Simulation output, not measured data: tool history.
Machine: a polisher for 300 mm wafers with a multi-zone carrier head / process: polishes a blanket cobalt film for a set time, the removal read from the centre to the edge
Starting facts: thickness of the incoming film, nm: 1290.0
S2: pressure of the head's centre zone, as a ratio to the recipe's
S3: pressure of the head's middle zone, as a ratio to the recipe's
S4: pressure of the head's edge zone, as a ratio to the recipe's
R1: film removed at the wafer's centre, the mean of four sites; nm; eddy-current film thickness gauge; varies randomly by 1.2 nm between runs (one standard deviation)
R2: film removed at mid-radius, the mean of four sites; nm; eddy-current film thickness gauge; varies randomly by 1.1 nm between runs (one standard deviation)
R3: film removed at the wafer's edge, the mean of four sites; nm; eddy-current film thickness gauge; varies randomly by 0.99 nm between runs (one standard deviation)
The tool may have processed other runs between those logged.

Run 1, day 0.000: flow of slurry (ml/min) 260, S2 1.00, S3 1.00, S4 1.00, polishing time (s) 33. Result: R1 97.511 nm, R2 101.86 nm, R3 101.34 nm.
Run 2, day 0.046: flow of slurry (ml/min) 260, S2 0.94, S3 1.00, S4 1.00, polishing time (s) 33. Result: R1 94.243 nm, R2 103.34 nm, R3 102.58 nm.
Run 3, day 0.312: flow of slurry (ml/min) 260, S2 1.01, S3 1.00, S4 1.00, polishing time (s) 33. Result: R1 99.387 nm, R2 102.89 nm, R3 101.72 nm.
Run 4, day 0.375: flow of slurry (ml/min) 315, S2 1.01, S3 1.00, S4 1.00, polishing time (s) 33. Result: R1 101.770 nm, R2 104.59 nm, R3 104.00 nm.
Run 5, day 0.646: flow of slurry (ml/min) 325, S2 1.01, S3 1.04, S4 1.03, polishing time (s) 35. Result: R1 106.890 nm, R2 115.13 nm, R3 110.65 nm.
Run 6, day 0.733: flow of slurry (ml/min) 325, S2 1.01, S3 1.10, S4 1.03, polishing time (s) 35. Result: R1 109.130 nm, R2 118.19 nm, R3 110.77 nm.
Run 7, day 0.888: flow of slurry (ml/min) 330, S2 1.00, S3 1.12, S4 1.05, polishing time (s) 37. Result: R1 112.220 nm, R2 127.20 nm, R3 118.91 nm.

Predict the results of run 8:
Run 8, day 1.192: flow of slurry (ml/min) 365, S2 1.05, S3 1.19, S4 1.12, polishing time (s) 43. Result: R1 ?, R2 ?, R3 ?.

Run 8 measured R1 138.060 nm, R2 154.25 nm, R3 144.79 nm.
